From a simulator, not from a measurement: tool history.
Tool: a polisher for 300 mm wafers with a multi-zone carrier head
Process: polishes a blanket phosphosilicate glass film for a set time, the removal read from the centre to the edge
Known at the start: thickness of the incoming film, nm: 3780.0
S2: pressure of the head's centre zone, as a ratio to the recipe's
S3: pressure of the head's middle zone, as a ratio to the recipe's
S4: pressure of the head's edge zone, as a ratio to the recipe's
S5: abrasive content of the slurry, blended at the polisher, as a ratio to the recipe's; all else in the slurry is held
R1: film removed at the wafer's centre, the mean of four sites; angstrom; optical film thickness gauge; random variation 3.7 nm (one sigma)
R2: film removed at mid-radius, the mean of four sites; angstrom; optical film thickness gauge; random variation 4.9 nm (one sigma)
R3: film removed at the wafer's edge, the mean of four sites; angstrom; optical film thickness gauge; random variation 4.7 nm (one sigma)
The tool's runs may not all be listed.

run 1 hour=0 | flow_of_slurry_(ml/min)=205 S2=1 S3=1 S4=1 S5=1 polishing_time_(s)=67 | R1=6667 R2=6899.5 R3=6547.3
run 2 hour=7.6 | flow_of_slurry_(ml/min)=205 S2=0.95 S3=1 S4=1 S5=1 polishing_time_(s)=67 | R1=6383.7 R2=6840.1 R3=6476.2
run 3 hour=15.3 | flow_of_slurry_(ml/min)=200 S2=0.95 S3=1 S4=0.99 S5=1 polishing_time_(s)=67 | R1=6299.7 R2=6908.5 R3=6532.5
run 4 hour=16.5 | flow_of_slurry_(ml/min)=200 S2=0.95 S3=1 S4=0.98 S5=1 polishing_time_(s)=67 | R1=6391.9 R2=6892.5 R3=6455
run 5 hour=22.3 | flow_of_slurry_(ml/min)=195 S2=0.95 S3=1 S4=0.97 S5=1 polishing_time_(s)=67 | R1=6405.3 R2=6860.4 R3=6462.8
run 6 hour=25.1 | flow_of_slurry_(ml/min)=195 S2=0.95 S3=1 S4=0.96 S5=1 polishing_time_(s)=67 | R1=6352.6 R2=6901.5 R3=6329.6

The next listed run, before its measurement:
-- hour=27 edge zone pressure recalibrated
run 7 hour=27 | flow_of_slurry_(ml/min)=190 S2=0.95 S3=0.99 S4=0.95 S5=1 polishing_time_(s)=67 | R1=? R2=? R3=?

{"run 7": {"R1": 6293.5, "R2": 6698.4, "R3": 6762.4}}
